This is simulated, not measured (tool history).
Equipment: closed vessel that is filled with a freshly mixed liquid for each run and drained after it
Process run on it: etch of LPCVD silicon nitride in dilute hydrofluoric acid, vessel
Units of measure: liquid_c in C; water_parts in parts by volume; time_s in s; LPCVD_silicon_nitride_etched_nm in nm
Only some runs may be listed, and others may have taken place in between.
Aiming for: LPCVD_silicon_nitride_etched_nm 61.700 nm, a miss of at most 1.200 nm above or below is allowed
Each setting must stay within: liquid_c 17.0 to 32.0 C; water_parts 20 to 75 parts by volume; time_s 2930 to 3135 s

run,hour,liquid_c,water_parts,time_s,LPCVD_silicon_nitride_etched_nm
1,0.0,24.0,45,2930,25.163
2,8.6,24.0,45,2930,25.130
3,15.9,25.0,45,2930,27.032
4,19.0,26.0,45,2930,28.651
# hour 22.2: thermometer replaced
5,22.2,27.0,45,2930,33.494
6,30.0,27.5,45,2930,34.831
7,36.1,31.5,30,2935,67.664
8,36.6,31.0,30,2935,65.125

4 next moves are on the table. One of them brings every result within its allowed miss. Which?
A,37.1,31.5,30,2995,?
B,37.1,30.0,30,2985,?
C,37.1,31.5,30,2935,?
D,37.1,30.5,30,3035,?

move,LPCVD_silicon_nitride_etched_nm
A,68.551
B,61.981
C,67.177
D,65.106
A: moves away from the targets compared with the last run
B: each result inside its tolerance
C: moves away from the targets compared with the last run
D: no nearer and no further than the last run
So the answer is move B, the one that meets all the targets.
